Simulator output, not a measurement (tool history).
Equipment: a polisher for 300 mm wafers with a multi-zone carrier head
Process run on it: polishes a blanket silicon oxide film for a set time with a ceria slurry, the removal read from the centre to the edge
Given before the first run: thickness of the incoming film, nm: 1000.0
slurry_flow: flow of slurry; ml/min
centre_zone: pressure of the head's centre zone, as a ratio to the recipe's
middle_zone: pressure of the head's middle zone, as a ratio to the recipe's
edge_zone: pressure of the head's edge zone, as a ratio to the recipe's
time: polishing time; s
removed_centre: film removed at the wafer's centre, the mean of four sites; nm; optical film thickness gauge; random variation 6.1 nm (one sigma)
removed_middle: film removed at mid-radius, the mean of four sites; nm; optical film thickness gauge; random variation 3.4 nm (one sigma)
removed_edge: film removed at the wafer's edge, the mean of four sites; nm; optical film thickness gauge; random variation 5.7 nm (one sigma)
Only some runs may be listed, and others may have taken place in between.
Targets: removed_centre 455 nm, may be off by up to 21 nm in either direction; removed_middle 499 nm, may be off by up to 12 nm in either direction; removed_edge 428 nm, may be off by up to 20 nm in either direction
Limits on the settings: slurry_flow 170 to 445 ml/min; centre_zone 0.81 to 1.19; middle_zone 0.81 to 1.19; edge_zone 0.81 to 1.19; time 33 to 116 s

run,day,slurry_flow,centre_zone,middle_zone,edge_zone,time,removed_centre,removed_middle,removed_edge
1,0,285,1,1,1,74,336.99,341.75,337.13
2,0.312,285,1,1,0.96,74,339.82,344.45,335.36
3,0.662,320,1,1,0.96,74,348.08,346.3,337.85
4,0.712,355,1,1,0.96,74,355.99,346.2,342.86
5,1.042,355,1,0.96,0.96,74,340.17,335.27,337.36
6,1.4,355,0.92,0.96,0.96,74,323.87,337.15,345.55
7,1.462,355,0.93,1.01,0.95,78,345.21,373.29,357.72
8,1.512,360,0.95,1.04,0.96,81,370.44,394.13,379.7
9,1.883,360,0.96,1.07,0.95,83,381.08,414.31,382.71

Pick the move, out of 4, that brings all results within their allowed miss; only one does.
A,2.254,365,1.06,1.09,0.91,90,?,?,?
B,2.254,245,1.01,1.14,0.91,98,?,?,?
C,2.254,325,0.86,1.17,0.95,72,?,?,?
D,2.254,420,0.98,0.96,1,69,?,?,?

move,removed_centre,removed_middle,removed_edge
A,452.98,458.81,406.51
B,448.18,497.58,428.1
C,290.3,386.41,328.76
D,324.5,319.45,329.2
A: better than the last run, though not everything is in spec
B: all results land within tolerance of their targets
C: misses by more than the last run did
D: misses by more than the last run did
Move B is the one to make.
